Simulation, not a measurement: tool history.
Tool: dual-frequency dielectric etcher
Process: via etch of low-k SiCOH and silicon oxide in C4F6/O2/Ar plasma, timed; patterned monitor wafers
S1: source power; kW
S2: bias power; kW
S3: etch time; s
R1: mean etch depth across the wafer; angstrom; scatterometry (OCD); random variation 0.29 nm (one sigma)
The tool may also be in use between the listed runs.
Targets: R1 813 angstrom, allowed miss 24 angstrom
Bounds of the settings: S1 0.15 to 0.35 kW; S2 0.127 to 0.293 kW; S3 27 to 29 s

Run 1, hour 0: S1 0.25 kW, S2 0.21 kW, S3 29 s. Result: R1 690.73 angstrom.
Run 2, hour 3.8: S1 0.26 kW, S2 0.215 kW, S3 29 s. Result: R1 715.25 angstrom.
Run 3, hour 12.2: S1 0.27 kW, S2 0.218 kW, S3 29 s. Result: R1 725.42 angstrom.
Run 4, hour 18.2: S1 0.28 kW, S2 0.221 kW, S3 29 s. Result: R1 742.37 angstrom.
Run 5, hour 25.9: S1 0.29 kW, S2 0.223 kW, S3 29 s. Result: R1 760.47 angstrom.
Run 6, hour 31.6: S1 0.27 kW, S2 0.223 kW, S3 29 s. Result: R1 736.84 angstrom.
Run 7, hour 38.4: S1 0.28 kW, S2 0.225 kW, S3 29 s. Result: R1 748.24 angstrom.
Run 8, hour 43.5: S1 0.29 kW, S2 0.227 kW, S3 29 s. Result: R1 768.07 angstrom.
Run 9, hour 44.7: S1 0.29 kW, S2 0.228 kW, S3 29 s. Result: R1 762.14 angstrom.

Which of these 4 next moves meets every target?
Run A, hour 45.9: S1 0.28 kW, S2 0.244 kW, S3 27 s. Result: R1 ?.
Run B, hour 45.9: S1 0.26 kW, S2 0.239 kW, S3 29 s. Result: R1 ?.
Run C, hour 45.9: S1 0.31 kW, S2 0.245 kW, S3 27.5 s. Result: R1 ?.
Run D, hour 45.9: S1 0.3 kW, S2 0.25 kW, S3 29 s. Result: R1 ?.

move      R1
   A  717.34
   B  739.21
   C  766.13
   D  801.85
A: further off than the last run
B: further off than the last run
C: nearer than the last run, and not there yet
D: meets every target
The right move is D.
